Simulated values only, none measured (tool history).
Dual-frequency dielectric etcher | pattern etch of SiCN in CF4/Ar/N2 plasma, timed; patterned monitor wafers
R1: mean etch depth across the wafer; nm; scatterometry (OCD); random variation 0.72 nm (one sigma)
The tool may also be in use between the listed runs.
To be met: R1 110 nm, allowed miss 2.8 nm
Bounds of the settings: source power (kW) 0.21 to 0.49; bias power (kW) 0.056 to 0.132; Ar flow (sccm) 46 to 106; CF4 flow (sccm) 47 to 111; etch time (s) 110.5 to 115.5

{"run": 1, "hour": 0.0, "source power (kW)": 0.35, "bias power (kW)": 0.094, "Ar flow (sccm)": 76, "CF4 flow (sccm)": 79, "etch time (s)": 110.5, "R1": 90.777}
{"run": 2, "hour": 2.5, "source power (kW)": 0.36, "bias power (kW)": 0.094, "Ar flow (sccm)": 76, "CF4 flow (sccm)": 79, "etch time (s)": 110.5, "R1": 93.2}
{"run": 3, "hour": 3.6, "source power (kW)": 0.36, "bias power (kW)": 0.094, "Ar flow (sccm)": 76, "CF4 flow (sccm)": 79, "etch time (s)": 110.5, "R1": 94.406}
{"run": 4, "hour": 7.6, "source power (kW)": 0.37, "bias power (kW)": 0.094, "Ar flow (sccm)": 76, "CF4 flow (sccm)": 79, "etch time (s)": 110.5, "R1": 95.735}
{"run": 5, "hour": 13.9, "source power (kW)": 0.38, "bias power (kW)": 0.094, "Ar flow (sccm)": 76, "CF4 flow (sccm)": 79, "etch time (s)": 110.5, "R1": 98.573}
{"run": 6, "hour": 18.2, "source power (kW)": 0.39, "bias power (kW)": 0.094, "Ar flow (sccm)": 76, "CF4 flow (sccm)": 79, "etch time (s)": 110.5, "R1": 100.53}
{"run": 7, "hour": 25.2, "source power (kW)": 0.4, "bias power (kW)": 0.094, "Ar flow (sccm)": 76, "CF4 flow (sccm)": 79, "etch time (s)": 110.5, "R1": 101.64}
{"run": 8, "hour": 27.0, "source power (kW)": 0.41, "bias power (kW)": 0.094, "Ar flow (sccm)": 76, "CF4 flow (sccm)": 79, "etch time (s)": 110.5, "R1": 103.85}

Which of these 5 next moves meets every target?
{"run": "A", "hour": 28.8, "source power (kW)": 0.39, "bias power (kW)": 0.097, "Ar flow (sccm)": 71, "CF4 flow (sccm)": 79, "etch time (s)": 112, "R1": "?"}
{"run": "B", "hour": 28.8, "source power (kW)": 0.41, "bias power (kW)": 0.104, "Ar flow (sccm)": 90, "CF4 flow (sccm)": 62, "etch time (s)": 112.5, "R1": "?"}
{"run": "C", "hour": 28.8, "source power (kW)": 0.39, "bias power (kW)": 0.081, "Ar flow (sccm)": 78, "CF4 flow (sccm)": 83, "etch time (s)": 115.5, "R1": "?"}
{"run": "D", "hour": 28.8, "source power (kW)": 0.4, "bias power (kW)": 0.096, "Ar flow (sccm)": 66, "CF4 flow (sccm)": 82, "etch time (s)": 115.5, "R1": "?"}
{"run": "E", "hour": 28.8, "source power (kW)": 0.45, "bias power (kW)": 0.079, "Ar flow (sccm)": 80, "CF4 flow (sccm)": 79, "etch time (s)": 115, "R1": "?"}

move=A R1=103.16
move=B R1=105.6
move=C R1=96.669
move=D R1=109.19
move=E R1=105.77
A: further off than the last run
B: nearer than the last run, and not there yet
C: further off than the last run
D: meets every target
E: nearer than the last run, and not there yet
Move D is the one to make.

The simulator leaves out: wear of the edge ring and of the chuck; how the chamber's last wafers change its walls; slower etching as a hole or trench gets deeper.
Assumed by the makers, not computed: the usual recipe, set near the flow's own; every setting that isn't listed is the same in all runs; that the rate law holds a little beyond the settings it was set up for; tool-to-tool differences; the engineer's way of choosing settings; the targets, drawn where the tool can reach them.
